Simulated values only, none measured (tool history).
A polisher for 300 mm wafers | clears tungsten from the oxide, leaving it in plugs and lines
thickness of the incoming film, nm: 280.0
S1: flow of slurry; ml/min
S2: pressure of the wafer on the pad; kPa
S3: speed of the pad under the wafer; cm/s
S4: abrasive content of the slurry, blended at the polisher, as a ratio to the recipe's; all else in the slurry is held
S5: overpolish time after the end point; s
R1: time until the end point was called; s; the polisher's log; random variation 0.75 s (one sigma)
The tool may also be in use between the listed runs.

run,hour,S1,S2,S3,S4,S5,R1
1,0,215,30.3,114,1,9,41.032
2,0.6,215,30.3,114,1,7,41.134
3,6.3,215,35.2,114,1,7,34.88
4,9.4,215,35.2,114,1.2,7,32.752
5,12.1,215,35.2,114,1.2,7,33.911
6,18.9,185,35.2,114,1.2,7,34.76
7,25.4,180,31.7,112,1.2,7,39.047

Run 8 comes next. What will it give?
8,29.8,180,29,110,1.2,7,?

R1: 43.254 s
